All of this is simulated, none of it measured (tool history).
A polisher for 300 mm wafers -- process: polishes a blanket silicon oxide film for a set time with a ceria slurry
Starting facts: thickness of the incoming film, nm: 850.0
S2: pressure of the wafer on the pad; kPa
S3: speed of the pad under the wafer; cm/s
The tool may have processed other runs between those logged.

run 1 hour=0.0 | flow_of_slurry_(ml/min)=180 S2=25.5 S3=114 polishing_time_(s)=34 | film_removed_(angstrom)=2066.4
run 2 hour=1.1 | flow_of_slurry_(ml/min)=175 S2=22.1 S3=108 polishing_time_(s)=34 | film_removed_(angstrom)=1655.0
run 3 hour=6.6 | flow_of_slurry_(ml/min)=175 S2=22.1 S3=128 polishing_time_(s)=34 | film_removed_(angstrom)=1939.5
run 4 hour=15.2 | flow_of_slurry_(ml/min)=175 S2=22.1 S3=104 polishing_time_(s)=34 | film_removed_(angstrom)=1624.6
run 5 hour=19.6 | flow_of_slurry_(ml/min)=170 S2=19.3 S3=102 polishing_time_(s)=34 | film_removed_(angstrom)=1382.7
run 6 hour=24.0 | flow_of_slurry_(ml/min)=190 S2=19.3 S3=102 polishing_time_(s)=34 | film_removed_(angstrom)=1412.3
run 7 hour=30.5 | flow_of_slurry_(ml/min)=185 S2=17.2 S3=102 polishing_time_(s)=34 | film_removed_(angstrom)=1251.7
run 8 hour=31.9 | flow_of_slurry_(ml/min)=185 S2=15.9 S3=102 polishing_time_(s)=34 | film_removed_(angstrom)=1159.2
run 9 hour=39.4 | flow_of_slurry_(ml/min)=185 S2=15.2 S3=102 polishing_time_(s)=34 | film_removed_(angstrom)=1113.3
run 10 hour=41.6 | flow_of_slurry_(ml/min)=185 S2=14.5 S3=102 polishing_time_(s)=34 | film_removed_(angstrom)=1038.8
run 11 hour=50.0 | flow_of_slurry_(ml/min)=180 S2=14.5 S3=102 polishing_time_(s)=34 | film_removed_(angstrom)=1061.3
run 12 hour=55.4 | flow_of_slurry_(ml/min)=175 S2=14.5 S3=102 polishing_time_(s)=34 | film_removed_(angstrom)=1027.2
run 13 hour=61.1 | flow_of_slurry_(ml/min)=170 S2=14.5 S3=102 polishing_time_(s)=34 | film_removed_(angstrom)=1036.3

Run 14, settings as shown, results not yet in. Your forecast:
run 14 hour=62.9 | flow_of_slurry_(ml/min)=165 S2=14.5 S3=102 polishing_time_(s)=34 | film_removed_(angstrom)=?

{"run 14": {"film removed (angstrom)": 1030.1}}

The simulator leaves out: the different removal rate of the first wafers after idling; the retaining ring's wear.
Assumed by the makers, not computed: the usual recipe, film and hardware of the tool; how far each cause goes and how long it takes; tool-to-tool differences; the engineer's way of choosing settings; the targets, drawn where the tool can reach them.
